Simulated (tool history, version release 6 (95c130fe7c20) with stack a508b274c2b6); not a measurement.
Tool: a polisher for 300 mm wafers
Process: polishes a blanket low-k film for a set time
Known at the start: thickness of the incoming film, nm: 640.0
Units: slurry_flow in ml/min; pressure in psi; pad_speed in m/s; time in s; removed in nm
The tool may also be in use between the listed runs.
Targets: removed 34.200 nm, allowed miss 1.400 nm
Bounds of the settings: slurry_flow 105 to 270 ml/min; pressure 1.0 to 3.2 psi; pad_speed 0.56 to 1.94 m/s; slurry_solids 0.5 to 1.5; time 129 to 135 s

| run | hour | slurry_flow | pressure | pad_speed | slurry_solids | time | removed |
|---|---|---|---|---|---|---|---|
| 1 | 0.0 | 175 | 2.1 | 1.24 | 1.0 | 129 | 64.763 |
| 2 | 8.6 | 175 | 2.1 | 1.24 | 1.0 | 129 | 63.775 |
| 3 | 15.5 | 175 | 1.8 | 1.20 | 1.0 | 129 | 54.721 |
| 4 | 17.5 | 175 | 1.8 | 1.20 | 1.0 | 135 | 57.556 |
| 5 | 22.3 | 175 | 1.8 | 1.20 | 1.0 | 135 | 57.026 |
| 6 | 29.1 | 175 | 1.6 | 1.16 | 1.0 | 135 | 49.744 |
| 7 | 35.5 | 175 | 1.4 | 1.14 | 1.0 | 135 | 43.629 |
| 8 | 41.4 | 175 | 1.4 | 1.14 | 1.0 | 135 | 43.509 |
|  | 45.7 | slurry nozzle cleaned |
| 9 | 45.7 | 175 | 1.3 | 1.14 | 1.0 | 135 | 42.674 |
| 10 | 51.5 | 175 | 1.2 | 1.12 | 1.0 | 135 | 38.819 |
| 11 | 57.9 | 170 | 1.0 | 1.10 | 1.0 | 135 | 32.294 |
| 12 | 58.7 | 175 | 1.0 | 1.10 | 1.0 | 135 | 31.946 |

4 next moves are on the table. One of them brings every result within its allowed miss. Which?
| A | 59.5 | 145 | 1.0 | 1.26 | 0.8 | 131 | ? |
| B | 59.5 | 160 | 1.3 | 0.94 | 1.0 | 129 | ? |
| C | 59.5 | 175 | 1.0 | 1.06 | 1.0 | 133 | ? |
| D | 59.5 | 205 | 1.0 | 0.84 | 1.3 | 131 | ? |

| move | removed |
|---|---|
| A | 31.001 |
| B | 34.893 |
| C | 31.376 |
| D | 29.211 |
A: further off than the last run
B: meets every target
C: further off than the last run
D: further off than the last run
Move B is the one to make.

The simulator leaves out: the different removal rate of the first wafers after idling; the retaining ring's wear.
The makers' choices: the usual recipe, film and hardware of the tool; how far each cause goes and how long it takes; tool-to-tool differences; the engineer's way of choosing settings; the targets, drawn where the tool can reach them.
